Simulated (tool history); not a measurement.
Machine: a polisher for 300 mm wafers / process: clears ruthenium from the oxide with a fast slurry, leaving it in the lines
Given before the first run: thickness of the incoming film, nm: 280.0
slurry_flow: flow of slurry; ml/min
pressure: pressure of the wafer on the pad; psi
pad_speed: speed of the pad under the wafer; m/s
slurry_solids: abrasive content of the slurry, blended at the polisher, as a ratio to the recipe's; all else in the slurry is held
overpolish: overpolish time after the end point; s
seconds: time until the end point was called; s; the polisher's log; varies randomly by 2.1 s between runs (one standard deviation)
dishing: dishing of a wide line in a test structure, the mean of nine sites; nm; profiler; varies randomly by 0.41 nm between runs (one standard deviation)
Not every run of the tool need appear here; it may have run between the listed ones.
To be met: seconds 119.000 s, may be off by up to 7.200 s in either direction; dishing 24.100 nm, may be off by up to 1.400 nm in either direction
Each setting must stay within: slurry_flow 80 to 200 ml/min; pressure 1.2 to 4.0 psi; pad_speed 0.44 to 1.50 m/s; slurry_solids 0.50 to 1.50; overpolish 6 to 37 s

run 1 hour=0.0 | slurry_flow=130 pressure=2.6 pad_speed=0.96 slurry_solids=1.00 overpolish=19 | seconds=81.356 dishing=48.627
run 2 hour=4.8 | slurry_flow=130 pressure=2.5 pad_speed=0.96 slurry_solids=1.00 overpolish=18 | seconds=84.681 dishing=45.187
run 3 hour=9.9 | slurry_flow=130 pressure=2.7 pad_speed=0.96 slurry_solids=1.00 overpolish=18 | seconds=79.553 dishing=47.114
run 4 hour=16.6 | slurry_flow=130 pressure=2.5 pad_speed=0.96 slurry_solids=1.00 overpolish=17 | seconds=83.914 dishing=44.222
run 5 hour=19.7 | slurry_flow=130 pressure=2.4 pad_speed=0.94 slurry_solids=1.00 overpolish=16 | seconds=88.478 dishing=40.173
run 6 hour=23.4 | slurry_flow=130 pressure=2.7 pad_speed=0.94 slurry_solids=1.00 overpolish=16 | seconds=82.357 dishing=41.968
run 7 hour=28.9 | slurry_flow=130 pressure=2.6 pad_speed=0.92 slurry_solids=1.00 overpolish=15 | seconds=86.675 dishing=39.076
run 8 hour=30.1 | slurry_flow=130 pressure=2.5 pad_speed=0.92 slurry_solids=1.00 overpolish=14 | seconds=88.173 dishing=36.742
run 9 hour=31.7 | slurry_flow=130 pressure=2.4 pad_speed=0.92 slurry_solids=1.00 overpolish=13 | seconds=90.259 dishing=33.568
run 10 hour=36.7 | slurry_flow=130 pressure=2.3 pad_speed=0.92 slurry_solids=1.00 overpolish=13 | seconds=93.456 dishing=32.805
run 11 hour=42.8 | slurry_flow=130 pressure=1.6 pad_speed=0.90 slurry_solids=1.00 overpolish=10 | seconds=124.700 dishing=19.665
run 12 hour=51.2 | slurry_flow=135 pressure=1.8 pad_speed=0.88 slurry_solids=1.00 overpolish=13 | seconds=114.980 dishing=27.156
run 13 hour=59.5 | slurry_flow=125 pressure=1.8 pad_speed=0.90 slurry_solids=1.00 overpolish=13 | seconds=108.790 dishing=26.765
run 14 hour=62.6 | slurry_flow=115 pressure=1.5 pad_speed=0.90 slurry_solids=1.00 overpolish=13 | seconds=124.120 dishing=24.148

Which one of the following 4 next-run settings gets every result inside its allowed miss? There is exactly one.
run A hour=65.7 | slurry_flow=80 pressure=1.7 pad_speed=0.86 slurry_solids=0.90 overpolish=14 | seconds=? dishing=?
run B hour=65.7 | slurry_flow=105 pressure=1.3 pad_speed=0.92 slurry_solids=1.05 overpolish=14 | seconds=? dishing=?
run C hour=65.7 | slurry_flow=125 pressure=1.5 pad_speed=0.82 slurry_solids=0.95 overpolish=15 | seconds=? dishing=?
run D hour=65.7 | slurry_flow=95 pressure=1.4 pad_speed=1.04 slurry_solids=1.10 overpolish=12 | seconds=? dishing=?

move=A seconds=141.110 dishing=24.025
move=B seconds=137.400 dishing=24.611
move=C seconds=141.420 dishing=25.517
move=D seconds=117.640 dishing=24.636
A: the biggest miss grows against the last run
B: the biggest miss grows against the last run
C: the biggest miss grows against the last run
D: in spec on every target
The move that meets every target is D.
